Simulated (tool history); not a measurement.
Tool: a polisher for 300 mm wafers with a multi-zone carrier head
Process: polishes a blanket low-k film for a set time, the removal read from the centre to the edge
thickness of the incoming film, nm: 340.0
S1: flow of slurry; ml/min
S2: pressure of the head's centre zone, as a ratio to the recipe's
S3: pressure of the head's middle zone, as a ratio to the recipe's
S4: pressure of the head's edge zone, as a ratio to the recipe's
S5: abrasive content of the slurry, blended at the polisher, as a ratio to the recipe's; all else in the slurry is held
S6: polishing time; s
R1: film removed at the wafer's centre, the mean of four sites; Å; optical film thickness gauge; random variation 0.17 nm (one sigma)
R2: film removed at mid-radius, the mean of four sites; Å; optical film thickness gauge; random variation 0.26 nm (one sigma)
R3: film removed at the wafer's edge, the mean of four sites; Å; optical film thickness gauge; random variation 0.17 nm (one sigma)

run 1 hour=0.0 | S1=135 S2=1.00 S3=1.00 S4=1.00 S5=1.0 S6=80 | R1=292.01 R2=273.63 R3=276.04
run 2 hour=3.6 | S1=120 S2=1.00 S3=0.98 S4=0.97 S5=1.0 S6=80 | R1=284.04 R2=267.77 R3=266.57
run 3 hour=8.1 | S1=110 S2=1.00 S3=0.95 S4=0.95 S5=1.0 S6=80 | R1=278.12 R2=253.89 R3=260.75
run 4 hour=10.9 | S1=110 S2=1.00 S3=0.92 S4=0.95 S5=1.0 S6=80 | R1=279.19 R2=244.37 R3=258.13
-- hour=13.1 centre zone pressure recalibrated
run 5 hour=13.1 | S1=105 S2=1.00 S3=0.92 S4=0.93 S5=1.0 S6=80 | R1=258.07 R2=243.34 R3=254.29
run 6 hour=19.5 | S1=135 S2=1.00 S3=0.92 S4=0.93 S5=1.0 S6=80 | R1=278.50 R2=254.15 R3=264.84

Run 7 comes next. What will it give?
run 7 hour=27.8 | S1=125 S2=1.01 S3=0.91 S4=0.91 S5=1.0 S6=80 | R1=? R2=? R3=?

Run 7 gave R1 274.69 Å, R2 251.96 Å, R3 263.87 Å.

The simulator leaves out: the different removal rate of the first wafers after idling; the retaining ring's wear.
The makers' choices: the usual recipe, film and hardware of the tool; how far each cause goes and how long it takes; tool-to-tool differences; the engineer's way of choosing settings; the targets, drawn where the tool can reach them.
